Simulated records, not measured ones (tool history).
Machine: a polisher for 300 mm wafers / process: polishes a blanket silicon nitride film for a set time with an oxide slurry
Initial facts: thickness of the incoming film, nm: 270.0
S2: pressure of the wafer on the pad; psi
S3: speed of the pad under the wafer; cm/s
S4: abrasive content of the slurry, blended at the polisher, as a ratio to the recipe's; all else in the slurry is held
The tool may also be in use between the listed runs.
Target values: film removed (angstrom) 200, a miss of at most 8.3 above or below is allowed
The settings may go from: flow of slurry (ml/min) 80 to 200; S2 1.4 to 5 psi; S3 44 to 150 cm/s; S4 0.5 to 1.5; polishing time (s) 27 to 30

{"run": 1, "hour": 0.0, "flow of slurry (ml/min)": 130, "S2": 3.2, "S3": 96, "S4": 1, "polishing time (s)": 30, "film removed (angstrom)": 148.9}
{"run": 2, "hour": 6.4, "flow of slurry (ml/min)": 130, "S2": 3.2, "S3": 96, "S4": 0.8, "polishing time (s)": 30, "film removed (angstrom)": 135.42}
{"run": 3, "hour": 7.1, "flow of slurry (ml/min)": 135, "S2": 3.4, "S3": 96, "S4": 0.8, "polishing time (s)": 30, "film removed (angstrom)": 142.63}
{"run": 4, "hour": 15.9, "flow of slurry (ml/min)": 135, "S2": 3.6, "S3": 96, "S4": 0.8, "polishing time (s)": 30, "film removed (angstrom)": 152.33}
{"run": 5, "hour": 19.2, "flow of slurry (ml/min)": 135, "S2": 3.2, "S3": 96, "S4": 0.8, "polishing time (s)": 30, "film removed (angstrom)": 135.92}
{"run": 6, "hour": 21.2, "flow of slurry (ml/min)": 135, "S2": 3.4, "S3": 96, "S4": 0.8, "polishing time (s)": 30, "film removed (angstrom)": 141.38}
{"run": 7, "hour": 24.8, "flow of slurry (ml/min)": 135, "S2": 3.6, "S3": 96, "S4": 0.8, "polishing time (s)": 30, "film removed (angstrom)": 152.91}
{"run": 8, "hour": 26.6, "flow of slurry (ml/min)": 135, "S2": 3.7, "S3": 96, "S4": 0.8, "polishing time (s)": 30, "film removed (angstrom)": 152.19}
{"run": 9, "hour": 27.5, "flow of slurry (ml/min)": 135, "S2": 3.9, "S3": 96, "S4": 0.8, "polishing time (s)": 30, "film removed (angstrom)": 163.64}

Of the 5 settings listed for the next run, only one would bring every result within its allowed miss of target. Which one?
{"run": "A", "hour": 28.4, "flow of slurry (ml/min)": 130, "S2": 4.5, "S3": 102, "S4": 0.85, "polishing time (s)": 30, "film removed (angstrom)": "?"}
{"run": "B", "hour": 28.4, "flow of slurry (ml/min)": 115, "S2": 3.9, "S3": 100, "S4": 0.95, "polishing time (s)": 29, "film removed (angstrom)": "?"}
{"run": "C", "hour": 28.4, "flow of slurry (ml/min)": 125, "S2": 4.8, "S3": 92, "S4": 1.1, "polishing time (s)": 30, "film removed (angstrom)": "?"}
{"run": "D", "hour": 28.4, "flow of slurry (ml/min)": 130, "S2": 3.9, "S3": 104, "S4": 0.65, "polishing time (s)": 28, "film removed (angstrom)": "?"}
{"run": "E", "hour": 28.4, "flow of slurry (ml/min)": 125, "S2": 4.1, "S3": 112, "S4": 0.85, "polishing time (s)": 28, "film removed (angstrom)": "?"}

move=A film_removed_(angstrom)=200.97
move=B film_removed_(angstrom)=172.08
move=C film_removed_(angstrom)=221.23
move=D film_removed_(angstrom)=143.15
move=E film_removed_(angstrom)=183.39
A: all results in spec
B: nearer than the last run, and not there yet
C: carries the result that was furthest off beyond its target, to the other side
D: moves away from the targets compared with the last run
E: nearer than the last run, and not there yet
Answer: A
